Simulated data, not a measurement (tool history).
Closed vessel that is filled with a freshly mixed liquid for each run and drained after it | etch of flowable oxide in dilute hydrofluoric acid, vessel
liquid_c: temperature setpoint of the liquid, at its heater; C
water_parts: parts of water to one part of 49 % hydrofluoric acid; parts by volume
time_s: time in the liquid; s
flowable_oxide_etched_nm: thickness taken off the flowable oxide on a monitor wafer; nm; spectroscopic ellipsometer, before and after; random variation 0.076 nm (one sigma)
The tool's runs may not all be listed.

run 1 hour=0.0 | liquid_c=22.0 water_parts=285 time_s=120 | flowable_oxide_etched_nm=6.9570
run 2 hour=7.7 | liquid_c=22.0 water_parts=320 time_s=120 | flowable_oxide_etched_nm=5.9871
run 3 hour=8.8 | liquid_c=22.0 water_parts=230 time_s=120 | flowable_oxide_etched_nm=9.2382
run 4 hour=18.0 | liquid_c=20.5 water_parts=230 time_s=120 | flowable_oxide_etched_nm=8.4158
run 5 hour=19.0 | liquid_c=20.5 water_parts=295 time_s=120 | flowable_oxide_etched_nm=6.2770
run 6 hour=23.3 | liquid_c=23.5 water_parts=290 time_s=120 | flowable_oxide_etched_nm=7.1655
run 7 hour=24.2 | liquid_c=25.5 water_parts=280 time_s=120 | flowable_oxide_etched_nm=8.0902

Run 8 comes next. What will it give?
run 8 hour=30.1 | liquid_c=27.0 water_parts=275 time_s=120 | flowable_oxide_etched_nm=?

flowable_oxide_etched_nm: 8.7890 nm
